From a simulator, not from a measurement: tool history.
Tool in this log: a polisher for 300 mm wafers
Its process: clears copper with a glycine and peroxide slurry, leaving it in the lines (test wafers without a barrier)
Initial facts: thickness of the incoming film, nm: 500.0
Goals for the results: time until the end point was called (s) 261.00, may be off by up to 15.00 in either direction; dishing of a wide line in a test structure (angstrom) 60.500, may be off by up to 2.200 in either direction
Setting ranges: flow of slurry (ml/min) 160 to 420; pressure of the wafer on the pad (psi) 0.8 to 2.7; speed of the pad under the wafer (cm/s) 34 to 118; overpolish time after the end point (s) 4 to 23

run,hour,flow of slurry (ml/min),pressure of the wafer on the pad (psi),speed of the pad under the wafer (cm/s),overpolish time after the end point (s),time until the end point was called (s),dishing of a wide line in a test structure (angstrom)
1,0.0,270,1.7,76,12,150.88,281.030
2,2.9,250,1.5,68,10,181.70,202.430
3,10.7,250,1.7,68,10,167.25,225.040
4,12.9,255,1.5,62,9,192.00,174.340
5,13.9,285,1.4,58,8,203.14,147.050
6,22.1,285,1.1,58,8,237.25,129.570
7,29.1,310,1.0,54,7,259.76,106.940
8,37.4,330,1.0,50,6,262.54,89.299
9,46.3,350,1.0,46,6,276.87,86.096
10,53.5,350,1.0,46,6,280.83,86.336
11,61.0,275,0.8,44,4,295.65,50.917

4 candidate next runs follow, results not yet known. Just one meets every target within its allowed miss. Identify it.
A,68.5,245,1.3,50,4,?,?
B,68.5,235,1.1,58,4,?,?
C,68.5,360,0.8,42,5,?,?
D,68.5,260,1.0,52,4,?,?

move,time until the end point was called (s),dishing of a wide line in a test structure (angstrom)
A,242.08,67.270
B,245.31,66.280
C,314.68,64.733
D,269.03,60.605
A: pushes the last run's worst result past its target
B: pushes the last run's worst result past its target
C: pushes the last run's worst result past its target
D: in spec on every target
D is the move that brings every result within its allowed miss.
